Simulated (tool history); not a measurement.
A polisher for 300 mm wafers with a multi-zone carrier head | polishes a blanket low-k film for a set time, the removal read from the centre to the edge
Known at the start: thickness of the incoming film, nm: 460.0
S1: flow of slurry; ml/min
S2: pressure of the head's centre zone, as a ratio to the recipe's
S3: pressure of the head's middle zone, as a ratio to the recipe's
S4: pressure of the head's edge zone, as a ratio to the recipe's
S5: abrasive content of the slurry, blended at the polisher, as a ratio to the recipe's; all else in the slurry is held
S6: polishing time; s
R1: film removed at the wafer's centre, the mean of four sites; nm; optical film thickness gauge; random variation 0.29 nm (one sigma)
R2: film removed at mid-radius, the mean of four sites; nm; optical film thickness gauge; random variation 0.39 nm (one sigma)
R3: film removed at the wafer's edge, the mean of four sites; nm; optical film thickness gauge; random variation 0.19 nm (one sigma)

{"run": 1, "hour": 0.0, "S1": 300, "S2": 1.0, "S3": 1.0, "S4": 1.0, "S5": 1.0, "S6": 81, "R1": 44.555, "R2": 44.603, "R3": 43.647}
{"run": 2, "hour": 5.8, "S1": 305, "S2": 1.02, "S3": 1.01, "S4": 0.96, "S5": 0.85, "S6": 76, "R1": 39.622, "R2": 39.142, "R3": 37.94}
{"run": 3, "hour": 10.1, "S1": 375, "S2": 1.02, "S3": 1.01, "S4": 0.96, "S5": 0.85, "S6": 76, "R1": 39.63, "R2": 39.654, "R3": 38.562}
{"run": 4, "hour": 14.7, "S1": 375, "S2": 1.02, "S3": 1.07, "S4": 0.96, "S5": 0.85, "S6": 76, "R1": 40.233, "R2": 41.577, "R3": 38.49}
{"run": 5, "hour": 20.7, "S1": 375, "S2": 0.95, "S3": 1.07, "S4": 0.96, "S5": 0.85, "S6": 76, "R1": 37.426, "R2": 42.595, "R3": 38.574}
{"run": 6, "hour": 23.8, "S1": 375, "S2": 0.95, "S3": 1.07, "S4": 0.99, "S5": 0.85, "S6": 76, "R1": 37.328, "R2": 42.356, "R3": 38.807}
{"run": 7, "hour": 25.5, "S1": 365, "S2": 0.99, "S3": 1.08, "S4": 0.95, "S5": 0.75, "S6": 72, "R1": 34.861, "R2": 37.638, "R3": 34.229}

Run 8 comes next. What will it give?
{"run": 8, "hour": 29.1, "S1": 350, "S2": 1.09, "S3": 1.09, "S4": 0.85, "S5": 0.5, "S6": 65, "R1": "?", "R2": "?", "R3": "?"}

Run 8 gave R1 28.376 nm, R2 28.164 nm, R3 24.059 nm.
